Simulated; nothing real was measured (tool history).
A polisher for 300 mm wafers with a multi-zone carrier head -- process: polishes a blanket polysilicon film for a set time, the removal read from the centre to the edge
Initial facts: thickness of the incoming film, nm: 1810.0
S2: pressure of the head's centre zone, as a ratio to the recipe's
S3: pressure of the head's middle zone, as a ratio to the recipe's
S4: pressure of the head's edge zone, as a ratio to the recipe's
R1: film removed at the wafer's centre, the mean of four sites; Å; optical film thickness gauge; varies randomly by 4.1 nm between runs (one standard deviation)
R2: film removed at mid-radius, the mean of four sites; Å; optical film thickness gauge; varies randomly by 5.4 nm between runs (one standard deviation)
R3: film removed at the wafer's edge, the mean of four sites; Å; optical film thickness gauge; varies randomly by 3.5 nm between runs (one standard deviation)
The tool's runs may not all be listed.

Run 1, hour 0: flow of slurry (ml/min) 220, S2 1, S3 1, S4 1, polishing time (s) 54. Result: R1 4839.1 Å, R2 5019.2 Å, R3 4922.4 Å.
Run 2, hour 7.9: flow of slurry (ml/min) 250, S2 1, S3 1, S4 1, polishing time (s) 54. Result: R1 4956.9 Å, R2 5295.3 Å, R3 4895.8 Å.
Run 3, hour 15.3: flow of slurry (ml/min) 250, S2 1, S3 1.08, S4 1, polishing time (s) 54. Result: R1 5040.5 Å, R2 5417.2 Å, R3 4856.8 Å.
Run 4, hour 16.4: flow of slurry (ml/min) 250, S2 1.07, S3 1.08, S4 1, polishing time (s) 54. Result: R1 5362.3 Å, R2 5434.4 Å, R3 4958.8 Å.
Run 5, hour 17.2: flow of slurry (ml/min) 250, S2 1.07, S3 1.08, S4 1, polishing time (s) 65. Result: R1 6293.3 Å, R2 6552.4 Å, R3 6025.2 Å.
Run 6, hour 19.2: flow of slurry (ml/min) 250, S2 1.07, S3 1.16, S4 1, polishing time (s) 65. Result: R1 6446.7 Å, R2 7113.7 Å, R3 5792.4 Å.
Run 7, hour 26.7: flow of slurry (ml/min) 245, S2 1.05, S3 1.15, S4 0.99, polishing time (s) 61. Result: R1 5844.4 Å, R2 6602.8 Å, R3 5599.3 Å.
Run 8, hour 31.2: flow of slurry (ml/min) 250, S2 1.04, S3 1.15, S4 0.99, polishing time (s) 57. Result: R1 5407.6 Å, R2 6177.7 Å, R3 5174.6 Å.
Run 9, hour 33.4: flow of slurry (ml/min) 250, S2 0.96, S3 1.09, S4 0.9, polishing time (s) 42. Result: R1 3791 Å, R2 4414.3 Å, R3 3695.2 Å.
Run 10, hour 35.7: flow of slurry (ml/min) 250, S2 0.96, S3 1.09, S4 0.89, polishing time (s) 41. Result: R1 3732.1 Å, R2 4144.6 Å, R3 3616.4 Å.
Run 11, hour 37.1: flow of slurry (ml/min) 250, S2 0.96, S3 1.1, S4 0.88, polishing time (s) 40. Result: R1 3520.6 Å, R2 4123.6 Å, R3 3465.1 Å.
Run 12, hour 46.1: flow of slurry (ml/min) 250, S2 0.96, S3 1.1, S4 0.87, polishing time (s) 40. Result: R1 3589.5 Å, R2 4247.2 Å, R3 3529.1 Å.

Run 13 is up next; what results do you expect?
Run 13, hour 54.9: flow of slurry (ml/min) 250, S2 0.96, S3 1.1, S4 0.87, polishing time (s) 39. Result: R1 ?, R2 ?, R3 ?.

Run 13 yielded R1 3498.3 Å, R2 4162.6 Å, R3 3368.1 Å.

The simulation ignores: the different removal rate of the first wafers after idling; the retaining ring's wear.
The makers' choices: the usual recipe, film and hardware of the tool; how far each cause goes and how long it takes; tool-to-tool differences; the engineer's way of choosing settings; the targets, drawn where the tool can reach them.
